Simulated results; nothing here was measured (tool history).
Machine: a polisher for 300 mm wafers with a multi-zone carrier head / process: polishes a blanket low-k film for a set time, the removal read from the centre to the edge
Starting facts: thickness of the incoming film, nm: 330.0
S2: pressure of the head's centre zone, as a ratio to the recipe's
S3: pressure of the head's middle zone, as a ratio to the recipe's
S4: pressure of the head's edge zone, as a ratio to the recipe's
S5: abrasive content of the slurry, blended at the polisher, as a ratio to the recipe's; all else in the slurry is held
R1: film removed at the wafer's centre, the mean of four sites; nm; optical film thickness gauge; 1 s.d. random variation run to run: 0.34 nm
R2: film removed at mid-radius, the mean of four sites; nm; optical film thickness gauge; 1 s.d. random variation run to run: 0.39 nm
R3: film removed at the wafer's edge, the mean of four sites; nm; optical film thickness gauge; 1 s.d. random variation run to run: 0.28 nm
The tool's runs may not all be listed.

run 1 hour=0.0 | flow_of_slurry_(ml/min)=210 S2=1.00 S3=1.00 S4=1.00 S5=1.00 polishing_time_(s)=73 | R1=38.349 R2=36.748 R3=38.285
run 2 hour=2.3 | flow_of_slurry_(ml/min)=200 S2=0.98 S3=0.99 S4=0.96 S5=0.95 polishing_time_(s)=73 | R1=36.304 R2=36.136 R3=36.747
run 3 hour=4.5 | flow_of_slurry_(ml/min)=200 S2=0.98 S3=0.99 S4=0.96 S5=1.05 polishing_time_(s)=73 | R1=38.568 R2=36.869 R3=38.191
run 4 hour=12.8 | flow_of_slurry_(ml/min)=195 S2=0.97 S3=0.98 S4=0.93 S5=1.00 polishing_time_(s)=73 | R1=36.879 R2=36.904 R3=36.632
run 5 hour=17.8 | flow_of_slurry_(ml/min)=190 S2=0.96 S3=0.95 S4=0.91 S5=0.95 polishing_time_(s)=73 | R1=35.425 R2=35.124 R3=35.749
run 6 hour=21.0 | flow_of_slurry_(ml/min)=190 S2=0.96 S3=0.95 S4=0.91 S5=1.15 polishing_time_(s)=73 | R1=39.167 R2=37.876 R3=38.465

What does the tool deliver on the next run?
run 7 hour=29.5 | flow_of_slurry_(ml/min)=185 S2=0.96 S3=0.94 S4=0.89 S5=1.05 polishing_time_(s)=72 | R1=? R2=? R3=?

Run 7 measured R1 37.086 nm, R2 35.867 nm, R3 36.684 nm.
